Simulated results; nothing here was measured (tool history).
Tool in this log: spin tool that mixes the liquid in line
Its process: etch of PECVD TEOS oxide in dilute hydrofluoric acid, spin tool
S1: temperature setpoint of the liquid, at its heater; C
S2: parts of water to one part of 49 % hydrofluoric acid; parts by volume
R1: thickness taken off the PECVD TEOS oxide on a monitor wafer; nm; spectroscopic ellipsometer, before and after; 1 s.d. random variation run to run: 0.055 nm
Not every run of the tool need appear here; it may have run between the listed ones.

run 1 day=0.000 | S1=22.0 S2=115 time_under_the_liquid_(s)=20 | R1=3.3883
run 2 day=0.354 | S1=24.0 S2=115 time_under_the_liquid_(s)=20 | R1=3.7316
run 3 day=0.596 | S1=25.0 S2=110 time_under_the_liquid_(s)=20 | R1=4.0597
run 4 day=0.662 | S1=27.0 S2=110 time_under_the_liquid_(s)=20 | R1=4.3929
run 5 day=0.854 | S1=27.0 S2=110 time_under_the_liquid_(s)=20 | R1=4.3808
run 6 day=0.983 | S1=27.0 S2=110 time_under_the_liquid_(s)=20 | R1=4.3693
run 7 day=1.288 | S1=27.5 S2=105 time_under_the_liquid_(s)=20 | R1=4.6530
run 8 day=1.600 | S1=27.5 S2=105 time_under_the_liquid_(s)=20 | R1=4.6406
-- day=1.846 thermometer replaced
run 9 day=1.846 | S1=28.0 S2=100 time_under_the_liquid_(s)=20 | R1=5.1725

Expected results for the next run?
run 10 day=2.050 | S1=28.5 S2=100 time_under_the_liquid_(s)=20 | R1=?

R1: 5.3618 nm

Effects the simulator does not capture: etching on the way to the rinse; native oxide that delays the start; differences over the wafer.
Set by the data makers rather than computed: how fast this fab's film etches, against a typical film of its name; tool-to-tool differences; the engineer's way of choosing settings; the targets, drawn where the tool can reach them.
